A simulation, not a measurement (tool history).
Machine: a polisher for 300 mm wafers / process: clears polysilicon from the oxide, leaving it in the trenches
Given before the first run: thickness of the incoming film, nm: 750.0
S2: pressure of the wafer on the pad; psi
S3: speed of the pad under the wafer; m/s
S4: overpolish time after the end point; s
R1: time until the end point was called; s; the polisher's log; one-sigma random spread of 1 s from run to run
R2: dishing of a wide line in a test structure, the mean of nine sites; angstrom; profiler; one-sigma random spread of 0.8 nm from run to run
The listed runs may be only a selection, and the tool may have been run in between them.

{"run": 1, "hour": 0.0, "flow of slurry (ml/min)": 155, "S2": 2.7, "S3": 0.96, "S4": 14, "R1": 58.376, "R2": 636.78}
{"run": 2, "hour": 1.5, "flow of slurry (ml/min)": 155, "S2": 2.7, "S3": 0.96, "S4": 19, "R1": 60.035, "R2": 694.47}
{"run": 3, "hour": 3.9, "flow of slurry (ml/min)": 155, "S2": 2.5, "S3": 0.96, "S4": 19, "R1": 63.693, "R2": 666.77}
{"run": 4, "hour": 12.2, "flow of slurry (ml/min)": 155, "S2": 2.3, "S3": 0.96, "S4": 20, "R1": 68.412, "R2": 645.01}
{"run": 5, "hour": 16.5, "flow of slurry (ml/min)": 155, "S2": 2.2, "S3": 0.94, "S4": 21, "R1": 72.795, "R2": 669.94}
{"run": 6, "hour": 20.7, "flow of slurry (ml/min)": 155, "S2": 2.1, "S3": 0.94, "S4": 21, "R1": 75.679, "R2": 657.15}
{"run": 7, "hour": 27.4, "flow of slurry (ml/min)": 140, "S2": 1.4, "S3": 0.92, "S4": 23, "R1": 116.71, "R2": 605.71}
{"run": 8, "hour": 31.9, "flow of slurry (ml/min)": 150, "S2": 1.4, "S3": 0.92, "S4": 23, "R1": 112.58, "R2": 604.8}
{"run": 9, "hour": 33.5, "flow of slurry (ml/min)": 155, "S2": 1.4, "S3": 0.92, "S4": 23, "R1": 111.56, "R2": 615.97}
{"hour": 36.6, "done": "slurry nozzle cleaned"}
{"run": 10, "hour": 36.6, "flow of slurry (ml/min)": 160, "S2": 1.4, "S3": 0.92, "S4": 23, "R1": 106.73, "R2": 626.54}

Estimate the outcome of run 11 from the log above:
{"run": 11, "hour": 39.6, "flow of slurry (ml/min)": 160, "S2": 1.4, "S3": 0.92, "S4": 23, "R1": "?", "R2": "?"}

R1: 105.85 s
R2: 632.17 angstrom
